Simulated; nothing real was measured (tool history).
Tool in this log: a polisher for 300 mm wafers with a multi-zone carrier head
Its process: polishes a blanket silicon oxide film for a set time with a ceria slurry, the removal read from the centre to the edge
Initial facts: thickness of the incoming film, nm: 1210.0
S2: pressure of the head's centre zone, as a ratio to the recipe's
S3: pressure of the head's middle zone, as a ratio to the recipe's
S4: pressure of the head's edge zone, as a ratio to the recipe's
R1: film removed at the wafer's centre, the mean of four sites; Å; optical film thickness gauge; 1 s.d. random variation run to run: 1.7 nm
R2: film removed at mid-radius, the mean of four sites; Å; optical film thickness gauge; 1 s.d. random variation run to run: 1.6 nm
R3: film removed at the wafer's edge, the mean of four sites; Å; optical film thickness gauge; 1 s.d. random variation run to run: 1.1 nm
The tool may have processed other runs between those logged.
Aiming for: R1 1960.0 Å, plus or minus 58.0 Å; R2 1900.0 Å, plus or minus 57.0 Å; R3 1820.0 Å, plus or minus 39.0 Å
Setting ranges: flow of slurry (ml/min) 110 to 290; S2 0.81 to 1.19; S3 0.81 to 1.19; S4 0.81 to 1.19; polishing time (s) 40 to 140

{"run": 1, "hour": 0.0, "flow of slurry (ml/min)": 185, "S2": 1.0, "S3": 1.0, "S4": 1.0, "polishing time (s)": 90, "R1": 2480.9, "R2": 2486.6, "R3": 2587.1}
{"run": 2, "hour": 8.8, "flow of slurry (ml/min)": 185, "S2": 1.0, "S3": 1.0, "S4": 0.98, "polishing time (s)": 87, "R1": 2398.5, "R2": 2401.9, "R3": 2416.5}
{"run": 3, "hour": 11.5, "flow of slurry (ml/min)": 180, "S2": 0.99, "S3": 0.99, "S4": 0.96, "polishing time (s)": 86, "R1": 2322.7, "R2": 2367.2, "R3": 2399.2}
{"run": 4, "hour": 13.4, "flow of slurry (ml/min)": 180, "S2": 0.91, "S3": 0.99, "S4": 0.96, "polishing time (s)": 86, "R1": 2129.7, "R2": 2312.6, "R3": 2386.4}
{"run": 5, "hour": 20.1, "flow of slurry (ml/min)": 180, "S2": 0.92, "S3": 0.98, "S4": 0.94, "polishing time (s)": 84, "R1": 2105.5, "R2": 2279.6, "R3": 2298.1}
{"run": 6, "hour": 28.7, "flow of slurry (ml/min)": 180, "S2": 0.93, "S3": 0.97, "S4": 0.93, "polishing time (s)": 82, "R1": 2110.6, "R2": 2203.4, "R3": 2244.9}
{"run": 7, "hour": 29.6, "flow of slurry (ml/min)": 175, "S2": 0.94, "S3": 0.97, "S4": 0.92, "polishing time (s)": 80, "R1": 2056.7, "R2": 2143.0, "R3": 2178.5}
{"run": 8, "hour": 34.5, "flow of slurry (ml/min)": 175, "S2": 0.95, "S3": 0.97, "S4": 0.91, "polishing time (s)": 79, "R1": 2047.4, "R2": 2097.2, "R3": 2109.1}
{"run": 9, "hour": 35.6, "flow of slurry (ml/min)": 170, "S2": 0.96, "S3": 0.97, "S4": 0.9, "polishing time (s)": 79, "R1": 2052.9, "R2": 2085.7, "R3": 2093.3}
{"run": 10, "hour": 40.7, "flow of slurry (ml/min)": 165, "S2": 0.97, "S3": 0.97, "S4": 0.89, "polishing time (s)": 79, "R1": 2073.2, "R2": 2110.2, "R3": 2098.6}
{"run": 11, "hour": 42.3, "flow of slurry (ml/min)": 165, "S2": 0.97, "S3": 0.97, "S4": 0.88, "polishing time (s)": 78, "R1": 2007.1, "R2": 2068.1, "R3": 2057.5}
{"run": 12, "hour": 46.6, "flow of slurry (ml/min)": 165, "S2": 0.97, "S3": 0.97, "S4": 0.88, "polishing time (s)": 78, "R1": 2042.3, "R2": 2041.1, "R3": 2058.5}
{"run": 13, "hour": 48.4, "flow of slurry (ml/min)": 165, "S2": 0.98, "S3": 0.97, "S4": 0.87, "polishing time (s)": 77, "R1": 2026.7, "R2": 2065.1, "R3": 2014.0}
{"run": 14, "hour": 52.9, "flow of slurry (ml/min)": 160, "S2": 0.99, "S3": 0.97, "S4": 0.86, "polishing time (s)": 76, "R1": 2004.6, "R2": 1990.0, "R3": 1968.8}
{"run": 15, "hour": 61.1, "flow of slurry (ml/min)": 155, "S2": 1.0, "S3": 0.97, "S4": 0.85, "polishing time (s)": 76, "R1": 2053.1, "R2": 1985.6, "R3": 1967.5}
{"run": 16, "hour": 68.1, "flow of slurry (ml/min)": 135, "S2": 1.01, "S3": 1.0, "S4": 0.81, "polishing time (s)": 70, "R1": 1853.4, "R2": 1844.6, "R3": 1728.8}
{"run": 17, "hour": 73.7, "flow of slurry (ml/min)": 140, "S2": 1.01, "S3": 1.0, "S4": 0.81, "polishing time (s)": 70, "R1": 1839.4, "R2": 1819.2, "R3": 1736.5}
{"run": 18, "hour": 82.6, "flow of slurry (ml/min)": 145, "S2": 1.01, "S3": 1.0, "S4": 0.81, "polishing time (s)": 70, "R1": 1869.6, "R2": 1868.6, "R3": 1733.7}
{"run": 19, "hour": 90.8, "flow of slurry (ml/min)": 150, "S2": 1.01, "S3": 1.0, "S4": 0.81, "polishing time (s)": 70, "R1": 1876.3, "R2": 1879.3, "R3": 1757.8}
{"run": 20, "hour": 97.2, "flow of slurry (ml/min)": 155, "S2": 1.01, "S3": 1.0, "S4": 0.81, "polishing time (s)": 70, "R1": 1896.5, "R2": 1906.0, "R3": 1769.9}
{"run": 21, "hour": 104.3, "flow of slurry (ml/min)": 160, "S2": 1.02, "S3": 0.98, "S4": 0.82, "polishing time (s)": 70, "R1": 1910.6, "R2": 1870.3, "R3": 1776.1}

Consider the 4 candidate settings below. Which is the only one whose results all fall within their allowed miss of target?
{"run": "A", "hour": 111.4, "flow of slurry (ml/min)": 175, "S2": 1.04, "S3": 1.03, "S4": 0.81, "polishing time (s)": 68, "R1": "?", "R2": "?", "R3": "?"}
{"run": "B", "hour": 111.4, "flow of slurry (ml/min)": 140, "S2": 1.04, "S3": 0.99, "S4": 0.83, "polishing time (s)": 73, "R1": "?", "R2": "?", "R3": "?"}
{"run": "C", "hour": 111.4, "flow of slurry (ml/min)": 155, "S2": 1.0, "S3": 0.97, "S4": 0.85, "polishing time (s)": 69, "R1": "?", "R2": "?", "R3": "?"}
{"run": "D", "hour": 111.4, "flow of slurry (ml/min)": 150, "S2": 0.95, "S3": 1.0, "S4": 0.81, "polishing time (s)": 73, "R1": "?", "R2": "?", "R3": "?"}

move=A R1=1937.4 R2=1921.1 R3=1729.0
move=B R1=1988.8 R2=1916.9 R3=1824.0
move=C R1=1845.9 R2=1815.6 R3=1766.9
move=D R1=1842.5 R2=1959.8 R3=1821.5
A: further off than the last run
B: meets every target
C: further off than the last run
D: the worst result of the last run now meets its target, but another is out of spec
The move that meets every target is B.

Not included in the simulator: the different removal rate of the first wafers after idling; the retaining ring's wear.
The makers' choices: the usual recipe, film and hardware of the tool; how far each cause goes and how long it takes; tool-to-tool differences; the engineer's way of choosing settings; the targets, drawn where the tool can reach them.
